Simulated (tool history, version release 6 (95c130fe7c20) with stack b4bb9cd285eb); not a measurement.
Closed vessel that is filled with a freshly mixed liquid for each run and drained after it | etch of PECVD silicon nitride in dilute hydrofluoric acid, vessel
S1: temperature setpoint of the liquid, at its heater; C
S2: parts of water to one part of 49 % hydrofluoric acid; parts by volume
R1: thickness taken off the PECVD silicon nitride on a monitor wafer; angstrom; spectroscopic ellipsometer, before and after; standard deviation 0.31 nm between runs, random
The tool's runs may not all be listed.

run 1 hour=0 | S1=21 S2=60 time_in_the_liquid_(s)=895 | R1=489.83
run 2 hour=6.8 | S1=21 S2=75 time_in_the_liquid_(s)=895 | R1=396.13
run 3 hour=13.1 | S1=23 S2=70 time_in_the_liquid_(s)=895 | R1=484.03
run 4 hour=14.3 | S1=23 S2=70 time_in_the_liquid_(s)=955 | R1=516.9
run 5 hour=22.8 | S1=23 S2=55 time_in_the_liquid_(s)=955 | R1=656.92
run 6 hour=29.5 | S1=24 S2=55 time_in_the_liquid_(s)=955 | R1=703.33
run 7 hour=36.5 | S1=25 S2=55 time_in_the_liquid_(s)=955 | R1=750.26

Predict the results of run 8:
run 8 hour=38.4 | S1=25.5 S2=55 time_in_the_liquid_(s)=955 | R1=?

{"run 8": {"R1": 776.51}}

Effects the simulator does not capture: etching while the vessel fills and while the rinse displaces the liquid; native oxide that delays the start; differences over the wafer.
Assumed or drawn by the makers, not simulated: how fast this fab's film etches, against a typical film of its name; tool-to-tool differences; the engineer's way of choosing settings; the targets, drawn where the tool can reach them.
